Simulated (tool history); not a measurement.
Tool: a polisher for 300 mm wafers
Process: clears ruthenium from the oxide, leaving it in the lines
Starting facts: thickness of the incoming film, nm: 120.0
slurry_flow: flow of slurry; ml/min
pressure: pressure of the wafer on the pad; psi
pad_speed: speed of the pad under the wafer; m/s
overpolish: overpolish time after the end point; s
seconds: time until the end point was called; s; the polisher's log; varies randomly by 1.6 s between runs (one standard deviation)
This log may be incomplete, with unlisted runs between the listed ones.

| run | hour | slurry_flow | pressure | pad_speed | overpolish | seconds |
|---|---|---|---|---|---|---|
| 1 | 0 | 140 | 2.3 | 1 | 10 | 107.35 |
| 2 | 1.5 | 140 | 2 | 1 | 10 | 123.97 |
| 3 | 5.4 | 140 | 2 | 1 | 7 | 123.33 |
| 4 | 13 | 165 | 2 | 1 | 7 | 115.77 |
| 5 | 17.9 | 165 | 2 | 1.16 | 7 | 103.49 |
| 6 | 23.3 | 165 | 2 | 1.16 | 7 | 104.25 |

Run 7 comes next. What will it give?
| 7 | 27.2 | 160 | 1.9 | 1.16 | 7 | ? |

seconds: 108.6 s
